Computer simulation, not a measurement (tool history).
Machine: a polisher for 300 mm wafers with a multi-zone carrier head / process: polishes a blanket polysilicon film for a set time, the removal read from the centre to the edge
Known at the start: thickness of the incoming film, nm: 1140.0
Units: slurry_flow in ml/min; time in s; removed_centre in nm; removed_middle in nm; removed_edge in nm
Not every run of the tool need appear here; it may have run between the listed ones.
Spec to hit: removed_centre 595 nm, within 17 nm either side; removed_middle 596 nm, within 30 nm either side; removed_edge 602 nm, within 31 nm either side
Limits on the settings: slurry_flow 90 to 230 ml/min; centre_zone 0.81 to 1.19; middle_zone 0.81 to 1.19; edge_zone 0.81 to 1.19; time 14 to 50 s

Run 1, day 0: slurry_flow 150 ml/min, centre_zone 1, middle_zone 1, edge_zone 1, time 32 s. Result: removed_centre 413.75 nm, removed_middle 395.2 nm, removed_edge 404.02 nm.
Run 2, day 0.183: slurry_flow 155 ml/min, centre_zone 1.01, middle_zone 1.03, edge_zone 1.05, time 35 s. Result: removed_centre 449.94 nm, removed_middle 461.88 nm, removed_edge 460.42 nm.
Run 3, day 0.288: slurry_flow 165 ml/min, centre_zone 1.05, middle_zone 1.03, edge_zone 1.09, time 37 s. Result: removed_centre 504.55 nm, removed_middle 490.57 nm, removed_edge 506.26 nm.
Run 4, day 0.392: slurry_flow 190 ml/min, centre_zone 1.05, middle_zone 1.03, edge_zone 1.09, time 37 s. Result: removed_centre 514.69 nm, removed_middle 499.89 nm, removed_edge 496.54 nm.
Run 5, day 0.742: slurry_flow 180 ml/min, centre_zone 1.07, middle_zone 1.05, edge_zone 1.11, time 38 s. Result: removed_centre 526.25 nm, removed_middle 500.88 nm, removed_edge 514.29 nm.
Run 6, day 0.808: slurry_flow 215 ml/min, centre_zone 1.07, middle_zone 1.05, edge_zone 1.11, time 38 s. Result: removed_centre 549.62 nm, removed_middle 525.98 nm, removed_edge 523.93 nm.
Run 7, day 1.108: slurry_flow 210 ml/min, centre_zone 1.07, middle_zone 1.06, edge_zone 1.12, time 39 s. Result: removed_centre 556.94 nm, removed_middle 544.03 nm, removed_edge 526.18 nm.
Run 8, day 1.338: slurry_flow 205 ml/min, centre_zone 1.06, middle_zone 1.05, edge_zone 1.14, time 40 s. Result: removed_centre 571.03 nm, removed_middle 548.19 nm, removed_edge 549.75 nm.
Run 9, day 1.692: slurry_flow 200 ml/min, centre_zone 1.05, middle_zone 1.06, edge_zone 1.15, time 41 s. Result: removed_centre 580.18 nm, removed_middle 587.85 nm, removed_edge 563.04 nm.

Consider the 4 candidate settings below. Which is the only one whose results all fall within their allowed miss of target?
Run A, day 2.046: slurry_flow 220 ml/min, centre_zone 1.04, middle_zone 1.12, edge_zone 1.07, time 40 s. Result: removed_centre ?, removed_middle ?, removed_edge ?.
Run B, day 2.046: slurry_flow 205 ml/min, centre_zone 1.03, middle_zone 1.02, edge_zone 1.19, time 43 s. Result: removed_centre ?, removed_middle ?, removed_edge ?.
Run C, day 2.046: slurry_flow 185 ml/min, centre_zone 0.98, middle_zone 1.05, edge_zone 1.15, time 43 s. Result: removed_centre ?, removed_middle ?, removed_edge ?.
Run D, day 2.046: slurry_flow 120 ml/min, centre_zone 0.89, middle_zone 1.01, edge_zone 1.16, time 50 s. Result: removed_centre ?, removed_middle ?, removed_edge ?.

move  removed_centre  removed_middle  removed_edge
   A          571.25          590.86        556.41
   B          601.67          580.76        612.96
   C          565.17          586.24        599.66
   D          545.75          605.15        657.28
A: the biggest miss grows against the last run
B: every result lands within tolerance
C: puts the biggest miss on target and leaves a different result outside tolerance
D: takes the biggest miss from the last run beyond its target
The move that meets every target is B.
